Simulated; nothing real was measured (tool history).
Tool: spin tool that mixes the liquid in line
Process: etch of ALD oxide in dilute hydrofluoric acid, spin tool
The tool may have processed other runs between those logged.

run    day  temperature setpoint of the liquid (°C)  parts of water to one part of 49 % hydrofluoric acid (parts by volume)  time under the liquid (s)  thickness taken off the ALD oxide on a monitor wafer (nm)
  1      0                                       21                                                                      70                         90                                                     11.866
  2  0.117                                       20                                                                      70                         90                                                     11.337
  3  0.171                                     19.5                                                                      70                         90                                                     11.028
  4  0.396                                       19                                                                      70                         90                                                     10.813
  5  0.471                                       19                                                                      45                         90                                                     17.266
  6  0.688                                       19                                                                      55                         90                                                     14.095
  7  0.854                                     18.5                                                                      60                         90                                                     12.572

Expected results for the next run?
  8  1.142                                       18                                                                      65                         90                                                          ?

{"run 8": {"thickness taken off the ALD oxide on a monitor wafer (nm)": 11.146}}

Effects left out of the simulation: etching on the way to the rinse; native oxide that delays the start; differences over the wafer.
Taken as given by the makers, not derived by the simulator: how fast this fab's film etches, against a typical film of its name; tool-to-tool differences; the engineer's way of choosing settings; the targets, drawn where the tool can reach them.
